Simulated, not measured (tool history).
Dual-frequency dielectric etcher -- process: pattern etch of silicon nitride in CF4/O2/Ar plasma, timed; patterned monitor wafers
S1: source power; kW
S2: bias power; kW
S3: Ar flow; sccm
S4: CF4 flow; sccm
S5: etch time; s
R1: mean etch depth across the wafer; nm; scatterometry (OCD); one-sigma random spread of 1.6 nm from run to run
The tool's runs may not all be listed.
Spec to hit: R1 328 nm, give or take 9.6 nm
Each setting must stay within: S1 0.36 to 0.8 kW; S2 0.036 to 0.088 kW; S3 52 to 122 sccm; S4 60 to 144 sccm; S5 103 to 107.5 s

run	hour	S1	S2	S3	S4	S5	R1
1	0	0.58	0.062	87	102	103	240.75
2	4.5	0.58	0.062	97	102	103	238.98
3	5.7	0.61	0.063	97	102	103	252.61
4	11.8	0.63	0.063	97	102	103	258.94
5	15.4	0.65	0.063	97	102	103	267.61
6	17.3	0.67	0.063	97	102	103	271.77
# hour 19.6: wet clean of the chamber
7	19.6	0.69	0.064	97	102	103	296.85
8	23.1	0.74	0.065	97	102	103	313.42

Pick the move, out of 4, that brings all results within their allowed miss; only one does.
A	26.6	0.69	0.067	97	103	104.5	?
B	26.6	0.75	0.057	87	95	104	?
C	26.6	0.73	0.073	95	90	103	?
D	26.6	0.76	0.071	99	97	107	?

move	R1
A	306.49
B	302.96
C	325.13
D	346.51
A: moves away from the targets compared with the last run
B: moves away from the targets compared with the last run
C: every result within its allowed miss
D: carries the result that was furthest off beyond its target, to the other side
So the answer is move C, the one that meets all the targets.
